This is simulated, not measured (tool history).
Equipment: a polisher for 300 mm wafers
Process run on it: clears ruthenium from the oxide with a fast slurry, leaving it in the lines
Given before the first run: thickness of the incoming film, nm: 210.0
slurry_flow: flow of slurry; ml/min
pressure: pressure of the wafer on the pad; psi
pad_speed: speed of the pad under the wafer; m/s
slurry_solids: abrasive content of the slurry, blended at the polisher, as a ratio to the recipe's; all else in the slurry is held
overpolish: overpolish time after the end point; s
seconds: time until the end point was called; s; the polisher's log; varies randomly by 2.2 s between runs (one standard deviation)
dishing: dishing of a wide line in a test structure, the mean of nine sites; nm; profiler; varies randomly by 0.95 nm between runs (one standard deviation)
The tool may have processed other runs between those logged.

{"run": 1, "hour": 0.0, "slurry_flow": 165, "pressure": 2.2, "pad_speed": 1.3, "slurry_solids": 1.0, "overpolish": 18, "seconds": 52.811, "dishing": 47.901}
{"run": 2, "hour": 6.0, "slurry_flow": 165, "pressure": 1.7, "pad_speed": 1.3, "slurry_solids": 1.0, "overpolish": 18, "seconds": 65.13, "dishing": 39.295}
{"run": 3, "hour": 9.1, "slurry_flow": 165, "pressure": 1.5, "pad_speed": 1.24, "slurry_solids": 1.0, "overpolish": 20, "seconds": 76.868, "dishing": 37.243}
{"run": 4, "hour": 12.6, "slurry_flow": 165, "pressure": 1.4, "pad_speed": 1.22, "slurry_solids": 1.0, "overpolish": 22, "seconds": 82.875, "dishing": 38.534}
{"run": 5, "hour": 15.3, "slurry_flow": 165, "pressure": 1.4, "pad_speed": 1.48, "slurry_solids": 1.0, "overpolish": 22, "seconds": 67.419, "dishing": 47.417}
{"run": 6, "hour": 23.5, "slurry_flow": 165, "pressure": 1.3, "pad_speed": 1.4, "slurry_solids": 1.0, "overpolish": 23, "seconds": 76.268, "dishing": 44.674}

Forecast run 7:
{"run": 7, "hour": 29.1, "slurry_flow": 165, "pressure": 1.2, "pad_speed": 1.34, "slurry_solids": 1.0, "overpolish": 24, "seconds": "?", "dishing": "?"}

seconds: 81.300 s
dishing: 40.049 nm
